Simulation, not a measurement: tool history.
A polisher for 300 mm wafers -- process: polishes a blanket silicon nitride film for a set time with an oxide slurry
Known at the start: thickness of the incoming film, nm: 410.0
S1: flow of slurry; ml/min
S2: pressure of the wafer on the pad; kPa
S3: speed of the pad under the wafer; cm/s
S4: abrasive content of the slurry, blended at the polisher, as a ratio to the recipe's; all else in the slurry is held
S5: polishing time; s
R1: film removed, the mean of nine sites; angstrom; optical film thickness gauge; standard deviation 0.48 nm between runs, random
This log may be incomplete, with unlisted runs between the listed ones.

run  hour   S1    S2   S3   S4  S5      R1
  1   0.0  305  29.6  110  1.0  46  347.36
  2   7.8  380  29.6  110  1.0  46  352.34
  3   8.5  380  31.7  110  1.0  46  369.02
  4  14.5  380  31.7  122  1.0  46  412.24
     19.6  -- worn pad replaced by a new one
  5  19.6  380  31.7  122  1.0  42  428.54
  6  21.2  340  31.7  122  1.0  42  423.40

Run 7 comes next. What will it give?
  7  26.6  340  33.1  122  1.0  42   ?

Run 7 yielded R1 437.06 angstrom.
